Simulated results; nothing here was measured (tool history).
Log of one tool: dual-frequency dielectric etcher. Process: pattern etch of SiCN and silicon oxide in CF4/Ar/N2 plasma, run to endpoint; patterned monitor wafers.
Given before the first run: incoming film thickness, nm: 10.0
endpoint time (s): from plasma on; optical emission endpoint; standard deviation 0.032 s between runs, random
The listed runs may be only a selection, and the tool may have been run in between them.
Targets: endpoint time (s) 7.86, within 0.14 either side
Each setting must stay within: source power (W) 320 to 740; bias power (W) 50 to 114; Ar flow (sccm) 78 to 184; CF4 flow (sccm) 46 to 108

run	day	source power (W)	bias power (W)	Ar flow (sccm)	CF4 flow (sccm)	endpoint time (s)
1	0	530	82	131	77	9.9363
2	0.362	480	82	131	77	10.581
3	0.658	540	83	131	77	9.7604
4	0.946	590	84	131	77	9.1404
5	1.071	620	85	131	77	8.7758
6	1.362	650	85	131	77	8.4959
7	1.525	670	85	131	77	8.3425
8	1.867	680	85	131	77	8.2054
9	2.142	690	85	131	77	8.1388

Below are 5 possible settings for the next run. Only one of them brings all results inside the allowed miss of their targets. Which is it?
A	2.417	730	86	100	80	?
B	2.417	660	85	128	76	?
C	2.417	730	78	104	87	?
D	2.417	710	91	120	77	?
E	2.417	740	85	117	62	?

move	endpoint time (s)
A	7.4627
B	8.4176
C	7.6962
D	7.6961
E	7.8445
A: moves the result that the last run missed by most past its target, out the other side
B: lands further from the targets than the last run did
C: moves the result that the last run missed by most past its target, out the other side
D: moves the result that the last run missed by most past its target, out the other side
E: all results land within tolerance of their targets
So the answer is move E, the one that meets all the targets.
